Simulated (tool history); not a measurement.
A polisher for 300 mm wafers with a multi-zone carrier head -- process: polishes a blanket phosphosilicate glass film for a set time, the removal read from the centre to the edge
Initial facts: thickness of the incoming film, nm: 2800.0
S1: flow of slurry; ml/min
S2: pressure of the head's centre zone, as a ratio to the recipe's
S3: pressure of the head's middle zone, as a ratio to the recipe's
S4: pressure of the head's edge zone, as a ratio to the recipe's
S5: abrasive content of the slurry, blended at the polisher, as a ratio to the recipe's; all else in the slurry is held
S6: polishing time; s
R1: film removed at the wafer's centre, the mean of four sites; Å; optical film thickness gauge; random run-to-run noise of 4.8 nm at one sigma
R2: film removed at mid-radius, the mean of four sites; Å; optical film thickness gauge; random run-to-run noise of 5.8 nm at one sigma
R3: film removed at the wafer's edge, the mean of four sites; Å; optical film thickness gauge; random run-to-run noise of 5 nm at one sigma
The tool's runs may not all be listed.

run 1 hour=0.0 | S1=165 S2=1.00 S3=1.00 S4=1.00 S5=1.00 S6=52 | R1=5240.6 R2=5255.8 R3=5037.7
run 2 hour=2.6 | S1=165 S2=1.00 S3=1.00 S4=1.00 S5=1.00 S6=40 | R1=4048.5 R2=4034.2 R3=3898.4
run 3 hour=10.5 | S1=165 S2=1.06 S3=1.00 S4=1.00 S5=1.00 S6=40 | R1=4250.3 R2=4067.2 R3=3909.1
run 4 hour=13.3 | S1=170 S2=1.04 S3=1.01 S4=1.02 S5=1.05 S6=40 | R1=4233.1 R2=4122.9 R3=4175.7
run 5 hour=21.1 | S1=175 S2=1.03 S3=1.03 S4=1.02 S5=1.05 S6=40 | R1=4263.6 R2=4318.4 R3=4152.9
run 6 hour=22.9 | S1=175 S2=1.06 S3=1.03 S4=1.02 S5=1.05 S6=40 | R1=4375.4 R2=4122.2 R3=4032.3
run 7 hour=26.4 | S1=180 S2=1.04 S3=1.04 S4=1.03 S5=1.10 S6=40 | R1=4461.3 R2=4261.6 R3=4224.9
run 8 hour=32.0 | S1=180 S2=1.01 S3=1.06 S4=1.04 S5=1.15 S6=40 | R1=4295.4 R2=4517.4 R3=4345.9
run 9 hour=37.5 | S1=185 S2=1.00 S3=1.07 S4=1.05 S5=1.15 S6=40 | R1=4422.7 R2=4582.8 R3=4474.0
run 10 hour=42.6 | S1=185 S2=1.00 S3=1.07 S4=1.05 S5=1.15 S6=40 | R1=4282.3 R2=4617.3 R3=4378.3
run 11 hour=50.3 | S1=190 S2=0.99 S3=1.07 S4=1.06 S5=1.15 S6=40 | R1=4314.1 R2=4590.6 R3=4452.9
run 12 hour=52.4 | S1=195 S2=0.98 S3=1.08 S4=1.07 S5=1.15 S6=40 | R1=4204.3 R2=4581.8 R3=4511.2
run 13 hour=55.2 | S1=195 S2=0.98 S3=1.09 S4=1.08 S5=1.15 S6=40 | R1=4275.9 R2=4750.8 R3=4507.2

Run 14 has not been measured yet. What should we expect?
run 14 hour=60.4 | S1=225 S2=0.90 S3=1.06 S4=1.18 S5=1.30 S6=40 | R1=? R2=? R3=?

{"run 14": {"R1": 4217.7, "R2": 4913.3, "R3": 4980.6}}
